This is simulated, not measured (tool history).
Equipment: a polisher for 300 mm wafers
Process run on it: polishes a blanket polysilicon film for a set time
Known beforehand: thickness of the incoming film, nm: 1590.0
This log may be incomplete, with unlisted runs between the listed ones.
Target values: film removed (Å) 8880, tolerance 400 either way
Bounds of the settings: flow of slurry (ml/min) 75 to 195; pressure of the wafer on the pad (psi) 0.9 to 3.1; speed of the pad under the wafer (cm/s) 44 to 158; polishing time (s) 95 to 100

run,day,flow of slurry (ml/min),pressure of the wafer on the pad (psi),speed of the pad under the wafer (cm/s),polishing time (s),film removed (Å)
1,0,125,2,100,95,5748.1
2,0.196,125,2,118,95,6708.7
3,0.375,130,2.1,118,95,7207.3
4,0.671,130,2.1,118,95,7115.4
5,0.754,130,2.1,118,95,7081.7
6,1.125,110,2.1,118,95,6918.7
7,1.367,115,2.2,118,95,7386.2
8,1.554,115,2.2,118,95,7326
9,1.904,120,2.3,118,95,7784.6
10,2.112,125,2.4,118,95,8073.6
11,2.404,125,2.5,118,95,8526.6

Exactly one of the 5 candidate moves below puts every result within its allowed miss. Which one?
A,2.696,160,2.2,116,99,?
B,2.696,90,3,100,95,?
C,2.696,165,2.5,108,95,?
D,2.696,135,2.2,126,96,?
E,2.696,105,2.6,116,100,?

move,film removed (Å)
A,7756.6
B,8074.1
C,7894.1
D,7977.8
E,8721.1
A: lands further from the targets than the last run did
B: lands further from the targets than the last run did
C: lands further from the targets than the last run did
D: lands further from the targets than the last run did
E: all results in spec
Go with E: it meets all targets.

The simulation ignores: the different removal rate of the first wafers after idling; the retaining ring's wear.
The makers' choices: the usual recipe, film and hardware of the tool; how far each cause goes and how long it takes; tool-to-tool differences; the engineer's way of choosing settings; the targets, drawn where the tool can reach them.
